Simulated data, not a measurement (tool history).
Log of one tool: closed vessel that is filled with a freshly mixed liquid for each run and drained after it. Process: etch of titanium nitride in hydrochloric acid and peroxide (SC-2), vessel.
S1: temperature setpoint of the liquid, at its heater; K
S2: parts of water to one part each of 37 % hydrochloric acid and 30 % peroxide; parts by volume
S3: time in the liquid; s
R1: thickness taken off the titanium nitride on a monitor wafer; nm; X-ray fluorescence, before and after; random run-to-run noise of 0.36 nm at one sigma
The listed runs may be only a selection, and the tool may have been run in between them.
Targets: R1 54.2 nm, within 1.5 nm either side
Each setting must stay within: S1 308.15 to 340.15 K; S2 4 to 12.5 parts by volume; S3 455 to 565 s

| run | hour | S1 | S2 | S3 | R1 |
|---|---|---|---|---|---|
| 1 | 0 | 324.15 | 7 | 565 | 27.073 |
| 2 | 4.6 | 324.15 | 7 | 565 | 27.318 |
| 3 | 8 | 327.65 | 7 | 565 | 33.936 |
| 4 | 11.2 | 330.15 | 7 | 565 | 39.468 |
| 5 | 15.6 | 331.65 | 7 | 565 | 44.173 |
| 6 | 19.2 | 332.65 | 7 | 565 | 46.732 |
| 7 | 20.4 | 333.15 | 7 | 565 | 48.101 |
| 8 | 25.6 | 333.65 | 7 | 565 | 49.83 |

Pick the move, out of 5, that brings all results within their allowed miss; only one does.
| A | 30.8 | 332.15 | 6 | 535 | ? |
| B | 30.8 | 334.65 | 6 | 550 | ? |
| C | 30.8 | 333.15 | 6.5 | 525 | ? |
| D | 30.8 | 335.65 | 6.5 | 540 | ? |
| E | 30.8 | 334.15 | 6 | 525 | ? |

| move | R1 |
|---|---|
| A | 48.623 |
| B | 58.461 |
| C | 47.824 |
| D | 57.476 |
| E | 54.093 |
A: its largest miss is bigger than the last run's
B: moves the result that the last run missed by most past its target, out the other side
C: its largest miss is bigger than the last run's
D: moves the result that the last run missed by most past its target, out the other side
E: all results in spec
E meets every target.
